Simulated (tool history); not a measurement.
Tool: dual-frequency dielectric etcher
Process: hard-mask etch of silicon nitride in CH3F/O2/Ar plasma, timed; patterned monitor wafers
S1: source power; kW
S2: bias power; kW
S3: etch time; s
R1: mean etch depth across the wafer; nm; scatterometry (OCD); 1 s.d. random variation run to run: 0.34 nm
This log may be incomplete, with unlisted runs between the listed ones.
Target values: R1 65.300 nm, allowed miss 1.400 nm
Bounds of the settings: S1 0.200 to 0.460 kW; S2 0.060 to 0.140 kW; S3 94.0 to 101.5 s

Run 1, hour 0.0: S1 0.330 kW, S2 0.100 kW, S3 101.5 s. Result: R1 73.544 nm.
Run 2, hour 8.7: S1 0.310 kW, S2 0.098 kW, S3 101.5 s. Result: R1 71.469 nm.
Run 3, hour 12.6: S1 0.330 kW, S2 0.098 kW, S3 101.5 s. Result: R1 72.889 nm.
Run 4, hour 15.3: S1 0.310 kW, S2 0.096 kW, S3 101.5 s. Result: R1 70.500 nm.
Run 5, hour 22.8: S1 0.310 kW, S2 0.096 kW, S3 101.5 s. Result: R1 70.655 nm.
Run 6, hour 27.1: S1 0.300 kW, S2 0.095 kW, S3 101.5 s. Result: R1 70.171 nm.
Run 7, hour 28.3: S1 0.290 kW, S2 0.093 kW, S3 101.5 s. Result: R1 68.392 nm.
Run 8, hour 32.1: S1 0.280 kW, S2 0.092 kW, S3 101.5 s. Result: R1 67.673 nm.

4 next moves are on the table. One of them brings every result within its allowed miss. Which?
Run A, hour 35.9: S1 0.340 kW, S2 0.093 kW, S3 98.5 s. Result: R1 ?.
Run B, hour 35.9: S1 0.250 kW, S2 0.097 kW, S3 100.0 s. Result: R1 ?.
Run C, hour 35.9: S1 0.250 kW, S2 0.107 kW, S3 94.0 s. Result: R1 ?.
Run D, hour 35.9: S1 0.260 kW, S2 0.095 kW, S3 94.0 s. Result: R1 ?.

move      R1
   A  70.685
   B  65.547
   C  63.645
   D  62.005
A: moves away from the targets compared with the last run
B: hits every target within its allowed miss
C: moves the result that the last run missed by most past its target, out the other side
D: moves the result that the last run missed by most past its target, out the other side
Correct choice: B, which meets every target
